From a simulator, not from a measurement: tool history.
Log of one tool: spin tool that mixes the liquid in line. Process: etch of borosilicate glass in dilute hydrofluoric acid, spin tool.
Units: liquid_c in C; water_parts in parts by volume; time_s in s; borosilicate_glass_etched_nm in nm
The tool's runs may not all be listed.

{"run": 1, "day": 0.0, "liquid_c": 22, "water_parts": 175, "time_s": 115, "borosilicate_glass_etched_nm": 21.083}
{"run": 2, "day": 0.133, "liquid_c": 20, "water_parts": 175, "time_s": 115, "borosilicate_glass_etched_nm": 19.671}
{"run": 3, "day": 0.346, "liquid_c": 20, "water_parts": 175, "time_s": 115, "borosilicate_glass_etched_nm": 19.693}
{"run": 4, "day": 0.471, "liquid_c": 20, "water_parts": 120, "time_s": 115, "borosilicate_glass_etched_nm": 30.258}
{"run": 5, "day": 0.592, "liquid_c": 20, "water_parts": 120, "time_s": 115, "borosilicate_glass_etched_nm": 30.36}
{"run": 6, "day": 0.929, "liquid_c": 20, "water_parts": 160, "time_s": 115, "borosilicate_glass_etched_nm": 21.701}
{"run": 7, "day": 1.292, "liquid_c": 22, "water_parts": 155, "time_s": 115, "borosilicate_glass_etched_nm": 24.57}

Forecast run 8:
{"run": 8, "day": 1.612, "liquid_c": 26, "water_parts": 145, "time_s": 115, "borosilicate_glass_etched_nm": "?"}

Run 8 gave borosilicate_glass_etched_nm 31.023 nm.

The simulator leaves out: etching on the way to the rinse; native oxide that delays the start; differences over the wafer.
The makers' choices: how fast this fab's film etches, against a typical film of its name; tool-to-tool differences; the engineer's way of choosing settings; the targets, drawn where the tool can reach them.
